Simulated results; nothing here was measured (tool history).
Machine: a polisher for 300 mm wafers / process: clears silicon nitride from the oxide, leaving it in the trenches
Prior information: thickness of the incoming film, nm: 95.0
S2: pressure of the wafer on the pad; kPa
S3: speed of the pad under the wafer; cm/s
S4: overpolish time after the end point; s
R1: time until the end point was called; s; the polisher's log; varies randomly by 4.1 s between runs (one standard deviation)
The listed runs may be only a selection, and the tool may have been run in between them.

run 1 day=0 | flow_of_slurry_(ml/min)=300 S2=13.8 S3=108 S4=6 | R1=153.31
run 2 day=0.292 | flow_of_slurry_(ml/min)=330 S2=13.8 S3=108 S4=6 | R1=151.71
run 3 day=0.317 | flow_of_slurry_(ml/min)=400 S2=13.8 S3=108 S4=6 | R1=150.02
run 4 day=0.504 | flow_of_slurry_(ml/min)=400 S2=13.1 S3=106 S4=6 | R1=156.92
run 5 day=0.688 | flow_of_slurry_(ml/min)=400 S2=12.4 S3=102 S4=6 | R1=170.38
run 6 day=0.983 | flow_of_slurry_(ml/min)=400 S2=12.4 S3=124 S4=6 | R1=139.19

Expected results for the next run?
run 7 day=1.2 | flow_of_slurry_(ml/min)=390 S2=8.3 S3=94 S4=6 | R1=?

{"run 7": {"R1": 224.23}}

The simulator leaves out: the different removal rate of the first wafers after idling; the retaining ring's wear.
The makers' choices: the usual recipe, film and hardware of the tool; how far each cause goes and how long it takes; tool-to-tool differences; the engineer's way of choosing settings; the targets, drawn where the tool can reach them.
